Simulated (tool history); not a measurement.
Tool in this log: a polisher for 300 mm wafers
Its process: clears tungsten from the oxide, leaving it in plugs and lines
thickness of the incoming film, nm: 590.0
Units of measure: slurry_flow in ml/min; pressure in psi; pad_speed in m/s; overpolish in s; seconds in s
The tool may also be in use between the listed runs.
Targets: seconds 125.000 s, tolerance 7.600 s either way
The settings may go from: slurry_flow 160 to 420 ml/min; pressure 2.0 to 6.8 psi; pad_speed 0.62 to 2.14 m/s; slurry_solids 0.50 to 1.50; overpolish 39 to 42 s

run	day	slurry_flow	pressure	pad_speed	slurry_solids	overpolish	seconds
1	0.000	270	4.4	1.38	1.00	39	72.700
2	0.350	270	4.1	1.36	1.00	39	79.204
3	0.388	270	3.9	1.36	1.00	39	80.219
4	0.646	300	3.9	1.36	1.00	39	84.425
5	0.892	300	3.7	1.36	1.00	39	84.188
6	1.150	300	3.5	1.34	1.00	39	89.310
7	1.292	300	3.3	1.32	1.00	39	96.086
8	1.633	300	3.2	1.32	1.00	39	98.336
9	1.742	300	2.1	1.28	1.00	39	139.760

Which of these 5 next moves meets every target?
A	1.850	265	2.0	1.32	1.00	39	?
B	1.850	320	2.6	1.20	0.85	39	?
C	1.850	340	2.3	1.12	1.15	39	?
D	1.850	330	2.0	1.24	1.20	42	?
E	1.850	325	2.2	1.12	1.05	39	?

move	seconds
A	146.410
B	130.770
C	141.990
D	145.060
E	149.930
A: the biggest miss grows against the last run
B: each result inside its tolerance
C: the biggest miss grows against the last run
D: the biggest miss grows against the last run
E: the biggest miss grows against the last run
The move that meets every target is B.
